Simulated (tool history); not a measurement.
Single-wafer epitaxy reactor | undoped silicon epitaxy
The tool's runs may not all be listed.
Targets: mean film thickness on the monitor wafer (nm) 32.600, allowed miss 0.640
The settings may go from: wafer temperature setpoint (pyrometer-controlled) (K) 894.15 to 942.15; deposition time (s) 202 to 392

run	hour	wafer temperature setpoint (pyrometer-controlled) (K)	deposition time (s)	mean film thickness on the monitor wafer (nm)
1	0.0	918.15	297	46.598
2	6.8	918.15	328	51.494
3	13.9	918.15	313	49.028
4	18.6	916.15	313	46.895
5	24.8	914.15	313	44.594
6	31.8	912.15	313	42.369
7	33.3	911.15	313	41.072
8	41.2	911.15	313	41.141
9	43.2	910.15	313	40.285
# hour 51.7: pyrometer calibrated
10	51.7	909.15	313	36.664

Which of these 5 next moves meets every target?
A	60.2	904.15	299	?
B	60.2	916.15	318	?
C	60.2	906.15	327	?
D	60.2	907.15	310	?
E	60.2	904.15	318	?

move	mean film thickness on the monitor wafer (nm)
A	30.609
B	44.271
C	35.258
D	34.301
E	32.555
A: takes the result that was furthest off past its target
B: further off than the last run
C: nearer than the last run, and not there yet
D: nearer than the last run, and not there yet
E: meets every target
Move E is the one to make.

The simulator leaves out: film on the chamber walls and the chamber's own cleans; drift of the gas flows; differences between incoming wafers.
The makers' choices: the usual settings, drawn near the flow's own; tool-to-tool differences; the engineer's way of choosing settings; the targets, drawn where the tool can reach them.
